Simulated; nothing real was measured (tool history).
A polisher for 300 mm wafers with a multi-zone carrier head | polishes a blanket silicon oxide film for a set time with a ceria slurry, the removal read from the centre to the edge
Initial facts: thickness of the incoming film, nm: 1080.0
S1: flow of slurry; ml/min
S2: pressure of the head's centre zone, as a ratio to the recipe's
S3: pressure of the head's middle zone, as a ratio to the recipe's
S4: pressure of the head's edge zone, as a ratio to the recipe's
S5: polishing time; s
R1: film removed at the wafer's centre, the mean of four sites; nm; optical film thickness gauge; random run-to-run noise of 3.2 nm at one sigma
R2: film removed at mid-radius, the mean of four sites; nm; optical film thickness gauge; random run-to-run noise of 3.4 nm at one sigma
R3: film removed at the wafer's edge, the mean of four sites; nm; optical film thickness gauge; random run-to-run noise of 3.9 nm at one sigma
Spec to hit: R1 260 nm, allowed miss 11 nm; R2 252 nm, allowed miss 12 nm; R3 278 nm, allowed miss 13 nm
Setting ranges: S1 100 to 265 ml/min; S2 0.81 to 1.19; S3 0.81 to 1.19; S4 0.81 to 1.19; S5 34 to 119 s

| run | hour | S1 | S2 | S3 | S4 | S5 | R1 | R2 | R3 |
|---|---|---|---|---|---|---|---|---|---|
| 1 | 0 | 170 | 1 | 1 | 1 | 76 | 309.24 | 311.09 | 319.99 |
| 2 | 6.9 | 170 | 1 | 1 | 1 | 65 | 262.24 | 268.28 | 267.45 |
| 3 | 11.1 | 170 | 1.07 | 1 | 1 | 65 | 280.04 | 269.87 | 271.95 |
| 4 | 20.1 | 190 | 1.07 | 1 | 1 | 65 | 281.5 | 271.86 | 274.1 |
| 5 | 22.7 | 170 | 1.07 | 1 | 1 | 65 | 281.33 | 277.38 | 269.67 |
| 6 | 28.1 | 170 | 1.07 | 1 | 1 | 47 | 205.89 | 193.59 | 198.49 |
| 7 | 31.2 | 180 | 1.07 | 1 | 1.06 | 51 | 224.42 | 218.73 | 216.05 |
| 8 | 40 | 185 | 1.04 | 0.97 | 1.06 | 56 | 239.67 | 225.46 | 234.05 |
| 9 | 45.9 | 185 | 1 | 0.96 | 1.06 | 60 | 246.05 | 240.24 | 261.94 |
| 10 | 54.4 | 190 | 1 | 0.96 | 1.07 | 61 | 245.87 | 249.51 | 259.3 |

4 candidate next runs follow, results not yet known. Just one meets every target within its allowed miss. Identify it.
| A | 62.9 | 210 | 1.01 | 0.96 | 1.06 | 55 | ? | ? | ? |
| B | 62.9 | 215 | 1.08 | 1.17 | 1.07 | 56 | ? | ? | ? |
| C | 62.9 | 125 | 1.09 | 0.91 | 0.98 | 70 | ? | ? | ? |
| D | 62.9 | 170 | 0.98 | 0.91 | 1.04 | 66 | ? | ? | ? |

| move | R1 | R2 | R3 |
|---|---|---|---|
| A | 235.1 | 227.42 | 245.14 |
| B | 257.42 | 274.85 | 250.35 |
| C | 289.17 | 250.71 | 282.9 |
| D | 263.48 | 252.35 | 285.17 |
A: misses by more than the last run did
B: misses by more than the last run did
C: the worst result of the last run now meets its target, but another is out of spec
D: all results in spec
So the answer is move D, the one that meets all the targets.
